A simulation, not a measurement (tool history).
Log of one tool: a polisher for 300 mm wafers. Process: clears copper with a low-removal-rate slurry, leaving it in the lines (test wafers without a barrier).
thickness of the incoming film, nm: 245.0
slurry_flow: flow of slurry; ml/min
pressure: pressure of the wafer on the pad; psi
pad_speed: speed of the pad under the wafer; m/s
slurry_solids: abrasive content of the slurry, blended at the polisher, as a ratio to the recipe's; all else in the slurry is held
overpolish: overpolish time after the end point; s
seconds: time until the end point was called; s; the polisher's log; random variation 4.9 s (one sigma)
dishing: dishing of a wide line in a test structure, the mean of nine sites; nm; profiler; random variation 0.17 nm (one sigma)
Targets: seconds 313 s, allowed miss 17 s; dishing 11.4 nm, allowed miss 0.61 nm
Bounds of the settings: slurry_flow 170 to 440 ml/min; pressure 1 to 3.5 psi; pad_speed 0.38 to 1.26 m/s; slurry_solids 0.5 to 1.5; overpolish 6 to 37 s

run 1 hour=0 | slurry_flow=280 pressure=2.2 pad_speed=0.82 slurry_solids=1 overpolish=19 | seconds=165.67 dishing=18.832
run 2 hour=6.4 | slurry_flow=280 pressure=2 pad_speed=0.8 slurry_solids=1 overpolish=19 | seconds=189.02 dishing=16.375
run 3 hour=14 | slurry_flow=215 pressure=2 pad_speed=0.8 slurry_solids=1 overpolish=19 | seconds=191.93 dishing=16.108
run 4 hour=18.3 | slurry_flow=215 pressure=1.8 pad_speed=0.8 slurry_solids=1 overpolish=20 | seconds=209.45 dishing=15.482
run 5 hour=24.8 | slurry_flow=215 pressure=1.8 pad_speed=0.8 slurry_solids=1 overpolish=26 | seconds=213.54 dishing=19.708
-- hour=26.3 worn pad replaced by a new one
run 6 hour=26.3 | slurry_flow=215 pressure=1.8 pad_speed=0.92 slurry_solids=1 overpolish=26 | seconds=175.51 dishing=22.909
run 7 hour=35 | slurry_flow=215 pressure=1.7 pad_speed=0.88 slurry_solids=1 overpolish=25 | seconds=191.88 dishing=20.537
run 8 hour=39.4 | slurry_flow=215 pressure=1.6 pad_speed=0.84 slurry_solids=1 overpolish=24 | seconds=208.22 dishing=18.219
run 9 hour=46.8 | slurry_flow=215 pressure=1.5 pad_speed=0.8 slurry_solids=1 overpolish=23 | seconds=239.56 dishing=16.016
run 10 hour=52.8 | slurry_flow=210 pressure=1 pad_speed=0.76 slurry_solids=1 overpolish=19 | seconds=357.24 dishing=8.8175
run 11 hour=61 | slurry_flow=210 pressure=1 pad_speed=0.76 slurry_solids=1 overpolish=20 | seconds=367.37 dishing=9.4471

Which of these 5 next moves meets every target?
run A hour=69.2 | slurry_flow=195 pressure=1.1 pad_speed=0.56 slurry_solids=1.05 overpolish=22 | seconds=? dishing=?
run B hour=69.2 | slurry_flow=175 pressure=1.6 pad_speed=0.62 slurry_solids=1.05 overpolish=19 | seconds=? dishing=?
run C hour=69.2 | slurry_flow=175 pressure=1.2 pad_speed=0.94 slurry_solids=0.95 overpolish=20 | seconds=? dishing=?
run D hour=69.2 | slurry_flow=215 pressure=1.2 pad_speed=0.68 slurry_solids=1.25 overpolish=21 | seconds=? dishing=?
run E hour=69.2 | slurry_flow=170 pressure=1.2 pad_speed=0.98 slurry_solids=0.8 overpolish=19 | seconds=? dishing=?

move=A seconds=416.96 dishing=9.0156
move=B seconds=274.82 dishing=11.712
move=C seconds=264.24 dishing=12.573
move=D seconds=309.64 dishing=11.386
move=E seconds=269.28 dishing=11.802
A: further off than the last run
B: brings the result that was furthest off to its target, and leaves another outside
C: takes the result that was furthest off past its target
D: meets every target
E: brings the result that was furthest off to its target, and leaves another outside
Answer: D

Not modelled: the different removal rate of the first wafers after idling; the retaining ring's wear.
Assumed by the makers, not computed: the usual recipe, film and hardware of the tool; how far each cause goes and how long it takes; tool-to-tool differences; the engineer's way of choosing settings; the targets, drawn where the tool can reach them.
